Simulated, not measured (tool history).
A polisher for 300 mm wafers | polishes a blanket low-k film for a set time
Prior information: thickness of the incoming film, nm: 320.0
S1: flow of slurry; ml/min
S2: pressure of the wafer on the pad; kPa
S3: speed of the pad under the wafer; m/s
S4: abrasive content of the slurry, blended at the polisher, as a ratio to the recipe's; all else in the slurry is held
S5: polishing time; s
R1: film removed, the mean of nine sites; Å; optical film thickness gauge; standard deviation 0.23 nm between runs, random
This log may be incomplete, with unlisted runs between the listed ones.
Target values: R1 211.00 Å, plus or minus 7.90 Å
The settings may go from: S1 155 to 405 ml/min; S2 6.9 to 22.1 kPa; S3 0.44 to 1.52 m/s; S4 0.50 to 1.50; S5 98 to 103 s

run  hour   S1    S2    S3    S4   S5      R1
  1   0.0  260  14.5  0.98  1.00   98  367.15
  2   4.1  320  14.5  0.98  1.00   98  375.30
  3   9.2  320  17.2  0.98  1.00   98  447.61
  4  16.9  320  17.2  0.98  0.80   98  408.09
  5  20.6  320  17.2  0.98  0.80  103  419.60
  6  22.0  320  17.2  1.06  0.80  103  449.86
  7  30.8  320  15.9  1.04  0.80  103  408.55
  8  38.4  320  15.2  1.02  0.80  103  380.73
  9  42.8  320  14.5  1.02  0.80  103  366.86
 10  43.6  320  13.8  1.00  0.80  103  345.26
 11  51.2  320  13.1  1.00  0.80  103  328.61
 12  58.1  320  12.4  1.00  0.80  103  312.25
 13  58.6  320  11.7  1.00  0.80  103  299.96
 14  67.3  320  11.0  1.00  0.80  103  279.49
 15  70.4  320  10.3  1.00  0.80  103  265.24

Below are 4 possible settings for the next run. Only one of them brings all results inside the allowed miss of their targets. Which is it?
  A  73.5  320  12.4  1.00  0.80  103   ?
  B  73.5  280   9.7  1.10  0.70   98   ?
  C  73.5  285   9.7  0.90  0.75  100   ?
  D  73.5  310  15.9  0.94  0.55  103   ?

move      R1
   A  311.38
   B  233.42
   C  209.75
   D  314.37
A: the biggest miss grows against the last run
B: nearer the targets than the last run, but a result is still out of spec
C: all results in spec
D: the biggest miss grows against the last run
The move that meets every target is C.
